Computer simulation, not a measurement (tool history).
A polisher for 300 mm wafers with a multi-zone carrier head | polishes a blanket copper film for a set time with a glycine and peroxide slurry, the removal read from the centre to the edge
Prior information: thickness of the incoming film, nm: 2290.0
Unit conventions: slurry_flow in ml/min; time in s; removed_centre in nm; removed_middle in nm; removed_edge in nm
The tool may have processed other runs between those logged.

run  hour  slurry_flow  centre_zone  middle_zone  edge_zone  time  removed_centre  removed_middle  removed_edge
  1   0.0          250         1.00         1.00       1.00    30          160.27          165.27        154.27
  2   4.3          260         1.01         1.00       1.03    30          161.78          166.08        159.25
  3  11.1          260         1.01         1.00       1.09    30          162.92          164.98        160.35
  4  18.2          260         1.01         0.91       1.09    30          163.88          154.83        162.14
  5  21.7          260         1.01         0.91       1.09    23          122.34          117.97        123.34
  6  27.7          265         1.02         0.92       1.10    25          136.56          129.00        134.52
  7  32.8          270         1.02         0.93       1.11    26          141.92          135.93        140.65
  8  40.3          275         1.02         0.94       1.12    27          148.22          140.36        146.38

What will run 9 give?
     44.3  -- edge zone pressure recalibrated
  9  44.3          280         1.02         0.95       1.13    28               ?               ?             ?

Run 9 measured removed_centre 152.61 nm, removed_middle 149.86 nm, removed_edge 157.40 nm.

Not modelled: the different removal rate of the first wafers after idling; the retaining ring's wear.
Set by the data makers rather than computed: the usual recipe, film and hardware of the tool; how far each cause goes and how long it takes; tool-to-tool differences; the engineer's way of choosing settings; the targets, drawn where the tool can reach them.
